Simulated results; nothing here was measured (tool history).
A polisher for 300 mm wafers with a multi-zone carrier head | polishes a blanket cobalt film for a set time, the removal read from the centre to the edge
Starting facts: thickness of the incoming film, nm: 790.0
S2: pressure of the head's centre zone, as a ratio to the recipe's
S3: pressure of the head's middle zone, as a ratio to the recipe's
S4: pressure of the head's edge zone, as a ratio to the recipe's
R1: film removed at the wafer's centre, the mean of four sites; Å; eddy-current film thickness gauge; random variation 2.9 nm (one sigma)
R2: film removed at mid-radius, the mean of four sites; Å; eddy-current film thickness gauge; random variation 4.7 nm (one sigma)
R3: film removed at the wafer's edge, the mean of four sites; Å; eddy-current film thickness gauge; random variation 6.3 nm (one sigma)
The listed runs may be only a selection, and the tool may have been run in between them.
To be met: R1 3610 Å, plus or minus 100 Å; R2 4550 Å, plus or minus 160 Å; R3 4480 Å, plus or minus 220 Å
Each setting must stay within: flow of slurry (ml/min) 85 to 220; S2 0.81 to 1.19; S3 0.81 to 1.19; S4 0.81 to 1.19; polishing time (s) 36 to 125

{"run": 1, "hour": 0.0, "flow of slurry (ml/min)": 140, "S2": 1, "S3": 1, "S4": 1, "polishing time (s)": 80, "R1": 2998.7, "R2": 2986.6, "R3": 3054.6}
{"run": 2, "hour": 5.2, "flow of slurry (ml/min)": 140, "S2": 1, "S3": 0.95, "S4": 1, "polishing time (s)": 80, "R1": 2946.8, "R2": 2852.8, "R3": 3051.7}
{"run": 3, "hour": 9.2, "flow of slurry (ml/min)": 140, "S2": 1, "S3": 0.87, "S4": 1, "polishing time (s)": 80, "R1": 2985.8, "R2": 2645.6, "R3": 3018.7}
{"run": 4, "hour": 17.8, "flow of slurry (ml/min)": 140, "S2": 1, "S3": 0.87, "S4": 0.93, "polishing time (s)": 80, "R1": 2995.9, "R2": 2716.6, "R3": 2937.1}
{"run": 5, "hour": 21.6, "flow of slurry (ml/min)": 150, "S2": 0.97, "S3": 0.93, "S4": 0.97, "polishing time (s)": 85, "R1": 3119.5, "R2": 3076.4, "R3": 3225}
{"run": 6, "hour": 25.9, "flow of slurry (ml/min)": 155, "S2": 0.95, "S3": 0.97, "S4": 1.01, "polishing time (s)": 89, "R1": 3235.5, "R2": 3319.9, "R3": 3392.7}
{"run": 7, "hour": 30.4, "flow of slurry (ml/min)": 155, "S2": 0.95, "S3": 0.97, "S4": 1.01, "polishing time (s)": 89, "R1": 3210.7, "R2": 3333.8, "R3": 3355}
{"run": 8, "hour": 37.9, "flow of slurry (ml/min)": 140, "S2": 0.94, "S3": 1.01, "S4": 1.05, "polishing time (s)": 95, "R1": 3372.1, "R2": 3559.2, "R3": 3501.3}
{"run": 9, "hour": 45.8, "flow of slurry (ml/min)": 160, "S2": 0.91, "S3": 1.02, "S4": 1.08, "polishing time (s)": 97, "R1": 3428.3, "R2": 3819.1, "R3": 3794.7}
{"run": 10, "hour": 48.4, "flow of slurry (ml/min)": 170, "S2": 0.9, "S3": 1.03, "S4": 1.1, "polishing time (s)": 98, "R1": 3422, "R2": 4008.9, "R3": 3902}
{"run": 11, "hour": 52.1, "flow of slurry (ml/min)": 180, "S2": 0.9, "S3": 1.03, "S4": 1.12, "polishing time (s)": 99, "R1": 3564.3, "R2": 4041.1, "R3": 4058.4}
{"run": 12, "hour": 56.7, "flow of slurry (ml/min)": 185, "S2": 0.89, "S3": 1.04, "S4": 1.13, "polishing time (s)": 100, "R1": 3495.1, "R2": 4103.1, "R3": 4086.2}
{"run": 13, "hour": 64.9, "flow of slurry (ml/min)": 190, "S2": 0.88, "S3": 1.05, "S4": 1.14, "polishing time (s)": 101, "R1": 3577.2, "R2": 4189.2, "R3": 4084.4}
{"run": 14, "hour": 71.7, "flow of slurry (ml/min)": 190, "S2": 0.87, "S3": 1.05, "S4": 1.15, "polishing time (s)": 103, "R1": 3560.4, "R2": 4309, "R3": 4324.3}

Consider the 4 candidate settings below. Which is the only one whose results all fall within their allowed miss of target?
{"run": "A", "hour": 78.5, "flow of slurry (ml/min)": 180, "S2": 0.92, "S3": 1.07, "S4": 1.1, "polishing time (s)": 99, "R1": "?", "R2": "?", "R3": "?"}
{"run": "B", "hour": 78.5, "flow of slurry (ml/min)": 200, "S2": 0.86, "S3": 1.09, "S4": 1.19, "polishing time (s)": 105, "R1": "?", "R2": "?", "R3": "?"}
{"run": "C", "hour": 78.5, "flow of slurry (ml/min)": 135, "S2": 0.81, "S3": 0.89, "S4": 1.17, "polishing time (s)": 116, "R1": "?", "R2": "?", "R3": "?"}
{"run": "D", "hour": 78.5, "flow of slurry (ml/min)": 195, "S2": 0.84, "S3": 0.96, "S4": 1.09, "polishing time (s)": 106, "R1": "?", "R2": "?", "R3": "?"}

move=A R1=3531.1 R2=4169.7 R3=3969.5
move=B R1=3565 R2=4568 R3=4417.9
move=C R1=3408.1 R2=3964.5 R3=4604.1
move=D R1=3496.4 R2=4132.5 R3=4279
A: moves away from the targets compared with the last run
B: every result lands within tolerance
C: moves away from the targets compared with the last run
D: moves away from the targets compared with the last run
Move B is the one to make.
